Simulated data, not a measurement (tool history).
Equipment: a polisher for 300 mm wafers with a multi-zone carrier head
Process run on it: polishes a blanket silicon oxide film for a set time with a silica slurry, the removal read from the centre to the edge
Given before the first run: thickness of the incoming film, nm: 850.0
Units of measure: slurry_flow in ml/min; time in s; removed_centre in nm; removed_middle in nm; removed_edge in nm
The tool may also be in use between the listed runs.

Run 1, hour 0: slurry_flow 275 ml/min, centre_zone 1, middle_zone 1, edge_zone 1, slurry_solids 1, time 82 s. Result: removed_centre 317.17 nm, removed_middle 311.34 nm, removed_edge 316.16 nm.
Run 2, hour 7.2: slurry_flow 275 ml/min, centre_zone 1, middle_zone 0.92, edge_zone 1, slurry_solids 1, time 82 s. Result: removed_centre 316 nm, removed_middle 302.92 nm, removed_edge 314.26 nm.
Run 3, hour 15.1: slurry_flow 290 ml/min, centre_zone 0.97, middle_zone 1, edge_zone 0.95, slurry_solids 1.15, time 86 s. Result: removed_centre 352.03 nm, removed_middle 366.22 nm, removed_edge 357.7 nm.
Run 4, hour 20.8: slurry_flow 290 ml/min, centre_zone 0.97, middle_zone 1.07, edge_zone 0.95, slurry_solids 1.15, time 86 s. Result: removed_centre 355.23 nm, removed_middle 387.31 nm, removed_edge 357.78 nm.
Run 5, hour 26.9: slurry_flow 290 ml/min, centre_zone 0.97, middle_zone 1.07, edge_zone 0.95, slurry_solids 1.15, time 71 s. Result: removed_centre 290.07 nm, removed_middle 320.29 nm, removed_edge 291.48 nm.
Run 6, hour 34.1: slurry_flow 290 ml/min, centre_zone 0.97, middle_zone 1.04, edge_zone 0.95, slurry_solids 1.15, time 71 s. Result: removed_centre 291.29 nm, removed_middle 311.17 nm, removed_edge 291.46 nm.
Run 7, hour 38.6: slurry_flow 305 ml/min, centre_zone 0.97, middle_zone 1.08, edge_zone 0.96, slurry_solids 1.25, time 76 s. Result: removed_centre 328.77 nm, removed_middle 370.86 nm, removed_edge 333.67 nm.

What will run 8 give?
Run 8, hour 44.8: slurry_flow 320 ml/min, centre_zone 0.99, middle_zone 1.11, edge_zone 1, slurry_solids 1.35, time 77 s. Result: removed_centre ?, removed_middle ?, removed_edge ?.

Run 8 yielded removed_centre 359.5 nm, removed_middle 387.2 nm, removed_edge 353.57 nm.

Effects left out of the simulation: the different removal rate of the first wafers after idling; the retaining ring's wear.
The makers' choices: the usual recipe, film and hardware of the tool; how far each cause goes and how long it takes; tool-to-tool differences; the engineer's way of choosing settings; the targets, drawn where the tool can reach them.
